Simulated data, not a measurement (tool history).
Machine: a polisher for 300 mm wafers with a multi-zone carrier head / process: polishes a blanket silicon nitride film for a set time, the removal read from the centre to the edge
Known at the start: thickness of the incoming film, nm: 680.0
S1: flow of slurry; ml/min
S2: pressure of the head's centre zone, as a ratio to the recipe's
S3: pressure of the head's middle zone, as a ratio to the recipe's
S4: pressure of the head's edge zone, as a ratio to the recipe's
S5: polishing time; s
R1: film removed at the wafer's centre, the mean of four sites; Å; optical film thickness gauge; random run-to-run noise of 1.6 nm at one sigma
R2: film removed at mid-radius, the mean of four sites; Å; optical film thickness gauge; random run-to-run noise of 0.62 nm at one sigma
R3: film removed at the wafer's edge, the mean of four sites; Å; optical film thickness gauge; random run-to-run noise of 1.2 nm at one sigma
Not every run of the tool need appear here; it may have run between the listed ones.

run 1 hour=0 | S1=180 S2=1 S3=1 S4=1 S5=75 | R1=957.03 R2=948.85 R3=960.75
run 2 hour=0.7 | S1=190 S2=1.01 S3=1.01 S4=0.99 S5=75 | R1=970.67 R2=961.25 R3=1016.6
run 3 hour=4.5 | S1=180 S2=1.04 S3=1.03 S4=0.97 S5=75 | R1=1000.9 R2=971.87 R3=982.57
run 4 hour=11.2 | S1=160 S2=1.04 S3=1.03 S4=0.97 S5=75 | R1=972.38 R2=964.48 R3=949.17
run 5 hour=16.8 | S1=180 S2=1.04 S3=1.03 S4=0.97 S5=75 | R1=992.89 R2=966.74 R3=971.34
run 6 hour=17.4 | S1=180 S2=1.06 S3=1.05 S4=0.96 S5=75 | R1=1005.2 R2=991.65 R3=966.79
run 7 hour=19.1 | S1=180 S2=1.07 S3=1.06 S4=0.95 S5=75 | R1=1004.3 R2=990.16 R3=955.23
run 8 hour=23.3 | S1=180 S2=1.08 S3=1.07 S4=0.95 S5=75 | R1=1025.5 R2=1004.1 R3=979.13

Run 9 comes next. What will it give?
run 9 hour=29.1 | S1=180 S2=1.09 S3=1.08 S4=0.94 S5=75 | R1=? R2=? R3=?

{"run 9": {"R1": 1029.7, "R2": 1012.3, "R3": 927.66}}
